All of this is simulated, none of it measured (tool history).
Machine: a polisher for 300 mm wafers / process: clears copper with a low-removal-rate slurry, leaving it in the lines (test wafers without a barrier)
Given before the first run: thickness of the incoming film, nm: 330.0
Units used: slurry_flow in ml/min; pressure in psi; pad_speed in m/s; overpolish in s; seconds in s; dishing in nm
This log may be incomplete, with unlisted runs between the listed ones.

run,hour,slurry_flow,pressure,pad_speed,slurry_solids,overpolish,seconds,dishing
1,0.0,190,3.2,1.38,1.00,9,82.000,27.110
2,6.2,190,3.2,1.56,1.00,9,73.680,30.048
3,13.7,195,3.0,1.48,1.05,8,79.827,24.914
4,22.3,195,3.0,1.48,1.25,8,76.753,26.273
5,28.0,215,2.8,1.44,1.10,7,83.472,20.874
6,35.7,245,2.8,1.44,1.10,7,81.911,21.150
7,40.1,255,2.6,1.44,1.05,6,90.782,16.804
8,41.8,260,2.5,1.44,1.05,5,90.683,14.334
9,48.0,260,2.4,1.44,1.05,5,98.021,13.148

Predict the results of run 10:
10,51.9,260,2.4,1.46,1.05,5,?,?

seconds: 96.141 s
dishing: 13.695 nm

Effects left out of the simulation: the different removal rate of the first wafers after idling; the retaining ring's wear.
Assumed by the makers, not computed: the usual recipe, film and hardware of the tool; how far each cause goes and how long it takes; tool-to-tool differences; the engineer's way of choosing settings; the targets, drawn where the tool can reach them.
